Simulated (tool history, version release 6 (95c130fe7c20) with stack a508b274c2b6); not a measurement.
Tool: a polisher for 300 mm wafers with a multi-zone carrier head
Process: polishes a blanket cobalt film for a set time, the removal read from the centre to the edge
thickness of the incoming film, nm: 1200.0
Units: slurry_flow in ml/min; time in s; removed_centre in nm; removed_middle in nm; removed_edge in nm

Run 1, day 0: slurry_flow 245 ml/min, centre_zone 1, middle_zone 1, edge_zone 1, time 65 s. Result: removed_centre 349.27 nm, removed_middle 349.24 nm, removed_edge 349.96 nm.
Run 2, day 0.292: slurry_flow 245 ml/min, centre_zone 1, middle_zone 1.05, edge_zone 1, time 65 s. Result: removed_centre 350.68 nm, removed_middle 361.59 nm, removed_edge 349.8 nm.
Run 3, day 0.467: slurry_flow 240 ml/min, centre_zone 0.99, middle_zone 1.02, edge_zone 1, time 63 s. Result: removed_centre 340.21 nm, removed_middle 341.16 nm, removed_edge 340.83 nm.
Run 4, day 0.775: slurry_flow 240 ml/min, centre_zone 0.97, middle_zone 1, edge_zone 1, time 61 s. Result: removed_centre 318.17 nm, removed_middle 321.87 nm, removed_edge 326.19 nm.
Run 5, day 0.967: slurry_flow 240 ml/min, centre_zone 0.95, middle_zone 0.98, edge_zone 0.99, time 60 s. Result: removed_centre 299.78 nm, removed_middle 315.67 nm, removed_edge 319.8 nm.
Run 6, day 1.108: slurry_flow 240 ml/min, centre_zone 1.03, middle_zone 0.98, edge_zone 0.99, time 60 s. Result: removed_centre 339.79 nm, removed_middle 316.34 nm, removed_edge 326.53 nm.
Run 7, day 1.475: slurry_flow 235 ml/min, centre_zone 1.01, middle_zone 0.96, edge_zone 0.99, time 59 s. Result: removed_centre 320.73 nm, removed_middle 303.48 nm, removed_edge 314.14 nm.
Run 8, day 1.533: slurry_flow 200 ml/min, centre_zone 0.91, middle_zone 0.86, edge_zone 1.03, time 54 s. Result: removed_centre 256.85 nm, removed_middle 245.77 nm, removed_edge 288.08 nm.

Run 9 comes next. What will it give?
Run 9, day 1.638: slurry_flow 200 ml/min, centre_zone 0.91, middle_zone 0.86, edge_zone 1.02, time 54 s. Result: removed_centre ?, removed_middle ?, removed_edge ?.

Run 9 gave removed_centre 256.17 nm, removed_middle 245.63 nm, removed_edge 282.91 nm.
